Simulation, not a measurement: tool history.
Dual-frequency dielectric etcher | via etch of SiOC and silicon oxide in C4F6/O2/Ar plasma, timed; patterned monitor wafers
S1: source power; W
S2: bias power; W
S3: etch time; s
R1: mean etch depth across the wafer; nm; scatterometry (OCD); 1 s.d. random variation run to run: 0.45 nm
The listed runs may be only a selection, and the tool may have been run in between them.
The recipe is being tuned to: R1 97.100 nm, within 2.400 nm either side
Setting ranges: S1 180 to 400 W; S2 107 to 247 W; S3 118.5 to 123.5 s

run 1 hour=0.0 | S1=290 S2=177 S3=118.5 | R1=110.110
run 2 hour=8.9 | S1=280 S2=175 S3=118.5 | R1=107.930
run 3 hour=14.6 | S1=280 S2=175 S3=123.5 | R1=112.830
run 4 hour=16.5 | S1=280 S2=154 S3=123.5 | R1=108.050
run 5 hour=22.2 | S1=280 S2=154 S3=123.5 | R1=108.760
run 6 hour=23.6 | S1=270 S2=152 S3=123.5 | R1=105.430
run 7 hour=28.8 | S1=270 S2=152 S3=123.5 | R1=107.240
run 8 hour=32.2 | S1=260 S2=150 S3=123.5 | R1=104.340

Which one of the following 5 next-run settings gets every result inside its allowed miss? There is exactly one.
run A hour=35.6 | S1=240 S2=146 S3=121.5 | R1=?
run B hour=35.6 | S1=220 S2=136 S3=120.0 | R1=?
run C hour=35.6 | S1=240 S2=124 S3=119.5 | R1=?
run D hour=35.6 | S1=260 S2=108 S3=118.5 | R1=?
run E hour=35.6 | S1=270 S2=159 S3=118.5 | R1=?

move=A R1=98.335
move=B R1=91.121
move=C R1=92.578
move=D R1=92.299
move=E R1=104.090
A: each result inside its tolerance
B: pushes the last run's worst result past its target
C: pushes the last run's worst result past its target
D: pushes the last run's worst result past its target
E: about the same distance from the targets as the last run
Move A is the one to make.
